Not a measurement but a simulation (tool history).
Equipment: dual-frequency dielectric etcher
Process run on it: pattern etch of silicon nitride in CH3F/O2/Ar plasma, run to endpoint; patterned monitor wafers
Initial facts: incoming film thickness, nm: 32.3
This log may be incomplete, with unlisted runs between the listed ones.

| run | hour | source power (W) | bias power (W) | endpoint time (s) |
|---|---|---|---|---|
| 1 | 0 | 550 | 58 | 42.782 |
| 2 | 3.9 | 460 | 58 | 45.029 |
| 3 | 12.7 | 510 | 59 | 43.621 |
| 4 | 14.1 | 550 | 60 | 42.231 |
| 5 | 19.3 | 550 | 68 | 40.913 |
| 6 | 27.5 | 470 | 68 | 43.098 |

What will run 7 give?
| 7 | 31 | 500 | 69 | ? |

{"run 7": {"endpoint time (s)": 41.918}}
